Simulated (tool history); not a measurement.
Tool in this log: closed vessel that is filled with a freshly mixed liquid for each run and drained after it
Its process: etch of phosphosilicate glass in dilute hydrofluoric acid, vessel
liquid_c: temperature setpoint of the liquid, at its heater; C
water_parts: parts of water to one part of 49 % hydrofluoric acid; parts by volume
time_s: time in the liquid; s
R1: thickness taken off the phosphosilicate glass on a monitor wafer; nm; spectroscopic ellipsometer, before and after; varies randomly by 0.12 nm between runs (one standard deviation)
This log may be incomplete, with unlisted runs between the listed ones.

Run 1, day 0.000: liquid_c 22.0 C, water_parts 200 parts by volume, time_s 30 s. Result: R1 19.062 nm.
Run 2, day 0.200: liquid_c 21.5 C, water_parts 200 parts by volume, time_s 30 s. Result: R1 18.618 nm.
Run 3, day 0.246: liquid_c 21.0 C, water_parts 200 parts by volume, time_s 30 s. Result: R1 18.219 nm.
Run 4, day 0.396: liquid_c 21.0 C, water_parts 200 parts by volume, time_s 30 s. Result: R1 18.794 nm.
Run 5, day 0.429: liquid_c 21.0 C, water_parts 260 parts by volume, time_s 30 s. Result: R1 13.385 nm.
Run 6, day 0.475: liquid_c 21.0 C, water_parts 260 parts by volume, time_s 30 s. Result: R1 13.511 nm.

Forecast run 7:
Run 7, day 0.817: liquid_c 22.0 C, water_parts 260 parts by volume, time_s 30 s. Result: R1 ?.

For run 7 the tool returned R1 13.998 nm.
